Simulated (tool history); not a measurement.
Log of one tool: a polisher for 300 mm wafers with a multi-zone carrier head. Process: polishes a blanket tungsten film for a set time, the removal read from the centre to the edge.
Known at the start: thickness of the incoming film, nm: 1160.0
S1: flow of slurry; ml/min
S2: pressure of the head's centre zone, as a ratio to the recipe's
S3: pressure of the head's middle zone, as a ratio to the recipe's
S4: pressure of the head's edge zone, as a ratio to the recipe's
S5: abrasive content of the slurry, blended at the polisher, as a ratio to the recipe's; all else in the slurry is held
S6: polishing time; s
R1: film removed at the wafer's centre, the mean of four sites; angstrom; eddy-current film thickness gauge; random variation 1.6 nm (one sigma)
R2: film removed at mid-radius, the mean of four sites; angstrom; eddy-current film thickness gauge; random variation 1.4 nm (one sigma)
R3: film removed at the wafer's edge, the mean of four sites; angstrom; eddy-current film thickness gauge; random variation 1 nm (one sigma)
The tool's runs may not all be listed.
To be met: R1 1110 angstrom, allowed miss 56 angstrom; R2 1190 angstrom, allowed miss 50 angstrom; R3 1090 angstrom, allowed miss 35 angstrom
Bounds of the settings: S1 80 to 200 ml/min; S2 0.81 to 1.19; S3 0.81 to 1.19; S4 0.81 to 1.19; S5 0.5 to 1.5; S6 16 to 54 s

{"run": 1, "hour": 0.0, "S1": 130, "S2": 1, "S3": 1, "S4": 1, "S5": 1, "S6": 35, "R1": 1566.5, "R2": 1563.7, "R3": 1601.7}
{"run": 2, "hour": 3.8, "S1": 130, "S2": 1, "S3": 1, "S4": 1, "S5": 0.85, "S6": 35, "R1": 1522.7, "R2": 1505.4, "R3": 1516.4}
{"run": 3, "hour": 12.5, "S1": 125, "S2": 0.98, "S3": 1, "S4": 0.97, "S5": 0.75, "S6": 34, "R1": 1370.4, "R2": 1406.3, "R3": 1387.9}
{"run": 4, "hour": 15.0, "S1": 120, "S2": 0.98, "S3": 1, "S4": 0.94, "S5": 0.7, "S6": 34, "R1": 1317.5, "R2": 1318, "R3": 1346.8}
{"run": 5, "hour": 20.4, "S1": 120, "S2": 0.98, "S3": 1, "S4": 1.01, "S5": 0.7, "S6": 34, "R1": 1348.7, "R2": 1342.7, "R3": 1365.7}
{"run": 6, "hour": 24.2, "S1": 120, "S2": 0.98, "S3": 1.02, "S4": 1, "S5": 0.65, "S6": 33, "R1": 1277.5, "R2": 1294, "R3": 1284.7}
{"run": 7, "hour": 28.2, "S1": 115, "S2": 0.98, "S3": 1.04, "S4": 0.99, "S5": 0.6, "S6": 33, "R1": 1212.3, "R2": 1280.5, "R3": 1256}
{"run": 8, "hour": 29.7, "S1": 115, "S2": 0.98, "S3": 1.04, "S4": 0.99, "S5": 0.6, "S6": 33, "R1": 1210.8, "R2": 1266.3, "R3": 1258.6}
{"run": 9, "hour": 38.6, "S1": 115, "S2": 1, "S3": 1.06, "S4": 0.97, "S5": 0.6, "S6": 32, "R1": 1211.1, "R2": 1284.9, "R3": 1210.3}
{"run": 10, "hour": 45.7, "S1": 110, "S2": 1, "S3": 1.06, "S4": 0.96, "S5": 0.6, "S6": 32, "R1": 1167.2, "R2": 1208.2, "R3": 1189.1}
{"run": 11, "hour": 46.9, "S1": 110, "S2": 1.01, "S3": 1.08, "S4": 0.95, "S5": 0.6, "S6": 32, "R1": 1191.5, "R2": 1263.1, "R3": 1174.5}
{"run": 12, "hour": 49.2, "S1": 105, "S2": 1.01, "S3": 1.09, "S4": 0.94, "S5": 0.6, "S6": 32, "R1": 1150.1, "R2": 1267.4, "R3": 1171.2}

4 next moves are on the table. One of them brings every result within its allowed miss. Which?
{"run": "A", "hour": 51.5, "S1": 80, "S2": 0.83, "S3": 0.89, "S4": 0.95, "S5": 0.7, "S6": 38, "R1": "?", "R2": "?", "R3": "?"}
{"run": "B", "hour": 51.5, "S1": 80, "S2": 1, "S3": 0.98, "S4": 1.01, "S5": 0.5, "S6": 38, "R1": "?", "R2": "?", "R3": "?"}
{"run": "C", "hour": 51.5, "S1": 110, "S2": 1, "S3": 1.09, "S4": 0.9, "S5": 0.6, "S6": 30, "R1": "?", "R2": "?", "R3": "?"}
{"run": "D", "hour": 51.5, "S1": 80, "S2": 0.91, "S3": 1.14, "S4": 0.93, "S5": 0.75, "S6": 35, "R1": "?", "R2": "?", "R3": "?"}

move=A R1=1069.9 R2=1168.9 R3=1376.8
move=B R1=1157.4 R2=1133.9 R3=1264.3
move=C R1=1108.2 R2=1166.1 R3=1088
move=D R1=1106.5 R2=1355.1 R3=1279.7
A: further off than the last run
B: further off than the last run
C: meets every target
D: further off than the last run
Answer: C
